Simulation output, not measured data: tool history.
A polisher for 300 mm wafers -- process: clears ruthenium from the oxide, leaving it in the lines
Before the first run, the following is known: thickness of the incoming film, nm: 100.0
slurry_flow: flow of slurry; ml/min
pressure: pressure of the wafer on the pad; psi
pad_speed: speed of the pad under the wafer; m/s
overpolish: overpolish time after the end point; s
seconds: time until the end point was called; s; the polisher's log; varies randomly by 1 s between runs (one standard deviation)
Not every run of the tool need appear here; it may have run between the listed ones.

Run 1, hour 0.0: slurry_flow 235 ml/min, pressure 2.5 psi, pad_speed 0.96 m/s, overpolish 6 s. Result: seconds 85.920 s.
Run 2, hour 8.0: slurry_flow 235 ml/min, pressure 2.5 psi, pad_speed 0.96 m/s, overpolish 6 s. Result: seconds 86.929 s.
Run 3, hour 11.0: slurry_flow 235 ml/min, pressure 2.7 psi, pad_speed 0.98 m/s, overpolish 6 s. Result: seconds 80.661 s.
Run 4, hour 18.4: slurry_flow 235 ml/min, pressure 2.7 psi, pad_speed 0.86 m/s, overpolish 6 s. Result: seconds 90.198 s.
Run 5, hour 26.0: slurry_flow 235 ml/min, pressure 3.0 psi, pad_speed 0.88 m/s, overpolish 6 s. Result: seconds 77.759 s.
Run 6, hour 34.9: slurry_flow 235 ml/min, pressure 3.0 psi, pad_speed 0.88 m/s, overpolish 6 s. Result: seconds 81.354 s.
Run 7, hour 41.8: slurry_flow 235 ml/min, pressure 3.2 psi, pad_speed 0.90 m/s, overpolish 6 s. Result: seconds 75.165 s.

The next listed run, before its measurement:
Run 8, hour 42.4: slurry_flow 235 ml/min, pressure 3.4 psi, pad_speed 0.92 m/s, overpolish 6 s. Result: seconds ?.

{"run 8": {"seconds": 70.759}}
